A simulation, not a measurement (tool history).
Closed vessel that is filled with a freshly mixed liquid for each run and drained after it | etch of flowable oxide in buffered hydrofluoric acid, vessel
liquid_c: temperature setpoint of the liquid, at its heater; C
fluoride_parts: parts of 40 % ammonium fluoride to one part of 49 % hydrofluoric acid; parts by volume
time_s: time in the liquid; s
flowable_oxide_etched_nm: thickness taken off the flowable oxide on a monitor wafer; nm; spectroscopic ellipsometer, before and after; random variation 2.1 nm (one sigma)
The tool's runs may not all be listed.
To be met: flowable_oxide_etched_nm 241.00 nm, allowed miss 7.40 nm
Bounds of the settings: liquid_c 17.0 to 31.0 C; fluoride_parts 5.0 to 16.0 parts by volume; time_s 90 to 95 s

run,hour,liquid_c,fluoride_parts,time_s,flowable_oxide_etched_nm
1,0.0,23.0,9.5,90,416.85
2,2.6,23.0,12.0,90,339.96
3,7.3,23.0,9.5,90,415.85
4,11.1,21.5,10.0,90,364.62
5,17.9,20.5,10.5,90,334.84
6,21.6,19.5,11.0,90,308.14
# hour 26.5: hydrofluoric acid flow meter replaced
7,26.5,19.0,11.5,90,258.14
8,30.8,18.5,11.5,90,253.42

5 next moves are on the table. One of them brings every result within its allowed miss. Which?
A,35.1,19.5,12.5,90,?
B,35.1,18.5,13.0,90,?
C,35.1,17.5,12.5,95,?
D,35.1,17.0,11.5,90,?
E,35.1,17.0,12.5,95,?

move,flowable_oxide_etched_nm
A,243.43
B,221.40
C,229.46
D,229.23
E,223.00
A: meets every target
B: takes the result that was furthest off past its target
C: takes the result that was furthest off past its target
D: takes the result that was furthest off past its target
E: takes the result that was furthest off past its target
Move A is the one to make.
